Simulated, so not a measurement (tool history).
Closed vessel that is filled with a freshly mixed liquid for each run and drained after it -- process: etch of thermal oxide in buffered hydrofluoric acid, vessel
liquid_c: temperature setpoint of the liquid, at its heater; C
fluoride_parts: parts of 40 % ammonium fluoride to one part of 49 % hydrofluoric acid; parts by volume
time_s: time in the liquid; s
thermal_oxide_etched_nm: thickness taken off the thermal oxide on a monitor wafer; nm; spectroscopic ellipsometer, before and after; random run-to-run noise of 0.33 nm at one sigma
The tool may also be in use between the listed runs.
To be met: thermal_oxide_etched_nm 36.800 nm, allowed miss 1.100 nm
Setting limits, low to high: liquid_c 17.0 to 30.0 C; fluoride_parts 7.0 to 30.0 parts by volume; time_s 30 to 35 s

run  hour  liquid_c  fluoride_parts  time_s  thermal_oxide_etched_nm
  1   0.0      22.0            19.0      35                   18.059
  2   7.4      24.5            17.0      35                   22.906
  3  10.9      24.5            14.5      35                   27.362
  4  18.2      22.5            14.5      35                   24.307
  5  25.0      24.5            14.5      35                   26.804
  6  30.4      24.5            12.5      35                   31.209
  7  37.1      25.5            12.5      35                   33.070
  8  39.7      26.0            12.5      35                   34.109
  9  42.1      26.0            12.5      35                   34.186
     46.3  -- thermometer replaced
 10  46.3      26.5            12.5      35                   38.470

5 candidate next runs follow, results not yet known. Just one meets every target within its allowed miss. Identify it.
  A  50.5      29.5            15.5      35                        ?
  B  50.5      22.0            11.0      35                        ?
  C  50.5      19.5             8.0      30                        ?
  D  50.5      25.5            13.5      35                        ?
  E  50.5      24.0            10.5      30                        ?

move  thermal_oxide_etched_nm
   A                   36.398
   B                   33.964
   C                   33.748
   D                   33.662
   E                   33.997
A: all results land within tolerance of their targets
B: carries the result that was furthest off beyond its target, to the other side
C: carries the result that was furthest off beyond its target, to the other side
D: carries the result that was furthest off beyond its target, to the other side
E: carries the result that was furthest off beyond its target, to the other side
A is the move that brings every result within its allowed miss.

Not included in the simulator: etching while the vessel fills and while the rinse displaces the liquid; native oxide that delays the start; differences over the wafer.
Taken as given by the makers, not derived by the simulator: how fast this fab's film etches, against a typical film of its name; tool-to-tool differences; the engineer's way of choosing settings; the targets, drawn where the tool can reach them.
